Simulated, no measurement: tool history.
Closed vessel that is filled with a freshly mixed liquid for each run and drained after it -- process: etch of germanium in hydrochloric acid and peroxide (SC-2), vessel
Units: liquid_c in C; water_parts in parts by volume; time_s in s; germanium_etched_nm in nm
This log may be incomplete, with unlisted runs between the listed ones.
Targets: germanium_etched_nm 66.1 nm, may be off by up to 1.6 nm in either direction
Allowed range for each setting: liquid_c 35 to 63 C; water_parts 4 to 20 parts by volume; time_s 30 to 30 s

run 1 hour=0 | liquid_c=47 water_parts=11 time_s=30 | germanium_etched_nm=51.526
run 2 hour=5.4 | liquid_c=49.5 water_parts=11 time_s=30 | germanium_etched_nm=55.577
run 3 hour=12 | liquid_c=51 water_parts=11 time_s=30 | germanium_etched_nm=58.65
run 4 hour=18.2 | liquid_c=51 water_parts=12.5 time_s=30 | germanium_etched_nm=56.367
run 5 hour=21.2 | liquid_c=51 water_parts=10 time_s=30 | germanium_etched_nm=59.64
run 6 hour=23.8 | liquid_c=51 water_parts=10 time_s=30 | germanium_etched_nm=58.232
run 7 hour=27.2 | liquid_c=52.5 water_parts=10 time_s=30 | germanium_etched_nm=61.533
run 8 hour=34.5 | liquid_c=53 water_parts=10 time_s=30 | germanium_etched_nm=63.213

4 next moves are on the table. One of them brings every result within its allowed miss. Which?
run A hour=41.8 | liquid_c=58 water_parts=13 time_s=30 | germanium_etched_nm=?
run B hour=41.8 | liquid_c=53 water_parts=12.5 time_s=30 | germanium_etched_nm=?
run C hour=41.8 | liquid_c=54 water_parts=11 time_s=30 | germanium_etched_nm=?
run D hour=41.8 | liquid_c=54.5 water_parts=10 time_s=30 | germanium_etched_nm=?

move=A germanium_etched_nm=70.21
move=B germanium_etched_nm=60.779
move=C germanium_etched_nm=63.635
move=D germanium_etched_nm=65.272
A: the result that was furthest off in the last run now lies on the other side of its target
B: further off than the last run
C: closes in on the targets versus the last run, not all within tolerance yet
D: in spec on every target
Correct choice: D, which meets every target
